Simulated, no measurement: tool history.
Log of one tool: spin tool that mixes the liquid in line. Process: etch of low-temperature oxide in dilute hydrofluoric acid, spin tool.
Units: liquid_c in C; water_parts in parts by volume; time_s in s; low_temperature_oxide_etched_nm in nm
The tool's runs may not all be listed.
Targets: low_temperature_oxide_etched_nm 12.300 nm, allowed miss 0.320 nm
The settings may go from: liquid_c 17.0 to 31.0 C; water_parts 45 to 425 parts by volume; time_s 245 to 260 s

run,hour,liquid_c,water_parts,time_s,low_temperature_oxide_etched_nm
1,0.0,23.0,235,245,18.549
2,6.2,23.0,165,245,28.413
3,7.7,26.0,165,245,31.598
4,9.6,29.5,165,245,36.290
5,16.7,27.0,190,245,27.735
6,17.8,25.0,210,245,22.636
7,26.4,21.0,270,245,14.542
8,31.5,20.0,270,245,14.041
9,39.2,19.5,270,245,13.805
10,40.6,19.0,270,245,13.511
11,43.7,18.5,270,245,13.088
12,48.3,18.0,270,245,12.881
13,55.7,17.5,270,245,12.727

5 next moves are on the table. One of them brings every result within its allowed miss. Which?
A,63.1,19.0,275,245,?
B,63.1,17.5,280,260,?
C,63.1,19.5,295,260,?
D,63.1,18.5,295,255,?
E,63.1,21.0,290,245,?

move,low_temperature_oxide_etched_nm
A,13.070
B,12.812
C,12.953
D,12.238
E,13.180
A: further off than the last run
B: further off than the last run
C: further off than the last run
D: meets every target
E: further off than the last run
Move D is the one to make.
